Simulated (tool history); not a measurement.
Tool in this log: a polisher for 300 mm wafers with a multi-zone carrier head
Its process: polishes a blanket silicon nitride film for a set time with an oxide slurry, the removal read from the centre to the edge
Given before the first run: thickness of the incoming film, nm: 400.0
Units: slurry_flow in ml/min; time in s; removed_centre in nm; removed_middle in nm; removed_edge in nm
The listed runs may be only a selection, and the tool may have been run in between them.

Run 1, hour 0.0: slurry_flow 210 ml/min, centre_zone 1.00, middle_zone 1.00, edge_zone 1.00, slurry_solids 1.00, time 48 s. Result: removed_centre 39.311 nm, removed_middle 40.689 nm, removed_edge 39.424 nm.
Run 2, hour 4.0: slurry_flow 210 ml/min, centre_zone 1.00, middle_zone 1.00, edge_zone 1.08, slurry_solids 1.00, time 48 s. Result: removed_centre 39.334 nm, removed_middle 40.306 nm, removed_edge 41.239 nm.
Run 3, hour 9.4: slurry_flow 205 ml/min, centre_zone 0.98, middle_zone 0.98, edge_zone 1.08, slurry_solids 0.95, time 48 s. Result: removed_centre 36.602 nm, removed_middle 38.349 nm, removed_edge 41.334 nm.
Run 4, hour 10.5: slurry_flow 205 ml/min, centre_zone 0.98, middle_zone 0.96, edge_zone 1.07, slurry_solids 0.90, time 48 s. Result: removed_centre 37.740 nm, removed_middle 37.847 nm, removed_edge 38.911 nm.
Run 5, hour 18.3: slurry_flow 200 ml/min, centre_zone 0.96, middle_zone 0.94, edge_zone 1.09, slurry_solids 0.85, time 48 s. Result: removed_centre 34.466 nm, removed_middle 35.757 nm, removed_edge 38.616 nm.
Run 6, hour 23.6: slurry_flow 200 ml/min, centre_zone 1.00, middle_zone 0.94, edge_zone 1.09, slurry_solids 0.85, time 48 s. Result: removed_centre 36.919 nm, removed_middle 35.752 nm, removed_edge 38.808 nm.
Run 7, hour 31.9: slurry_flow 195 ml/min, centre_zone 0.98, middle_zone 0.92, edge_zone 1.09, slurry_solids 0.85, time 48 s. Result: removed_centre 35.641 nm, removed_middle 34.770 nm, removed_edge 39.477 nm.
Run 8, hour 37.9: slurry_flow 190 ml/min, centre_zone 0.97, middle_zone 0.91, edge_zone 1.09, slurry_solids 0.85, time 48 s. Result: removed_centre 35.835 nm, removed_middle 34.590 nm, removed_edge 38.672 nm.
Run 9, hour 42.2: slurry_flow 185 ml/min, centre_zone 0.95, middle_zone 0.90, edge_zone 1.10, slurry_solids 0.85, time 48 s. Result: removed_centre 34.636 nm, removed_middle 33.870 nm, removed_edge 38.892 nm.
Run 10, hour 50.6: slurry_flow 180 ml/min, centre_zone 0.94, middle_zone 0.89, edge_zone 1.10, slurry_solids 0.85, time 48 s. Result: removed_centre 33.753 nm, removed_middle 33.412 nm, removed_edge 39.710 nm.

Forecast run 11:
Run 11, hour 53.7: slurry_flow 180 ml/min, centre_zone 0.93, middle_zone 0.88, edge_zone 1.09, slurry_solids 0.85, time 48 s. Result: removed_centre ?, removed_middle ?, removed_edge ?.

{"run 11": {"removed_centre": 32.733, "removed_middle": 33.025, "removed_edge": 38.415}}

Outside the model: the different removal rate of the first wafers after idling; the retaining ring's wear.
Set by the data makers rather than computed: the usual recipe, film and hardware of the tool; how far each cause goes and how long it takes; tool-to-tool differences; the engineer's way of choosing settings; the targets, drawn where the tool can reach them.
